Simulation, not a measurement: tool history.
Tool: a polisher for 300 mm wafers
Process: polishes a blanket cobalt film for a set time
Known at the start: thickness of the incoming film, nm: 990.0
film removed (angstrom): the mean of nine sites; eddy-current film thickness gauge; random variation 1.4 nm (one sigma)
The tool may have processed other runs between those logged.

run  hour  flow of slurry (ml/min)  pressure of the wafer on the pad (psi)  speed of the pad under the wafer (m/s)  polishing time (s)  film removed (angstrom)
  1     0                      205                                     1.3                                    1.02                  37                   1487.6
  2   7.8                      210                                     1.4                                    1.02                  37                   1591.8
  3  15.7                      215                                     1.5                                    1.02                  37                   1717.8
  4  24.6                      220                                     1.6                                    1.02                  37                   1818.6
  5  25.2                      200                                     1.6                                    1.02                  37                   1805.8
  6  29.3                      200                                     1.9                                    1.02                  37                   2112.3
  7  31.6                      190                                     1.9                                    1.02                  37                     2129

Run 8, settings as shown, results not yet in. Your forecast:
  8  37.3                      185                                     1.9                                    1.02                  37                        ?

film removed (angstrom): 2109.4

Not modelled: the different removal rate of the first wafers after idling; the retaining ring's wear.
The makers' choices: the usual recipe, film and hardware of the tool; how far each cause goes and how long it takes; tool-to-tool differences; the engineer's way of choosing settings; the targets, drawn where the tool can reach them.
